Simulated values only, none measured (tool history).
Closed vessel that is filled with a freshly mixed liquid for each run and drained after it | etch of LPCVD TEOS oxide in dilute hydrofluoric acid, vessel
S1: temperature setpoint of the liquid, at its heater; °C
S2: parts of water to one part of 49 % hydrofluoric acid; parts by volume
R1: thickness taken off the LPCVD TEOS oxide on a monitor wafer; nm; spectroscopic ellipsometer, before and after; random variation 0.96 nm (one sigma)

run 1 hour=0 | S1=26 S2=135 time_in_the_liquid_(s)=190 | R1=92.235
run 2 hour=7.4 | S1=26 S2=135 time_in_the_liquid_(s)=190 | R1=92.692
run 3 hour=9.4 | S1=28.5 S2=105 time_in_the_liquid_(s)=190 | R1=135.4
run 4 hour=11.2 | S1=30 S2=105 time_in_the_liquid_(s)=190 | R1=143.68
run 5 hour=14.3 | S1=30 S2=140 time_in_the_liquid_(s)=190 | R1=102.95
-- hour=17.9 hydrofluoric acid flow meter replaced
run 6 hour=17.9 | S1=26.5 S2=140 time_in_the_liquid_(s)=190 | R1=80.39
run 7 hour=22.7 | S1=29 S2=115 time_in_the_liquid_(s)=190 | R1=111.9

The next listed run, before its measurement:
run 8 hour=25.3 | S1=30.5 S2=85 time_in_the_liquid_(s)=190 | R1=?

{"run 8": {"R1": 166.31}}
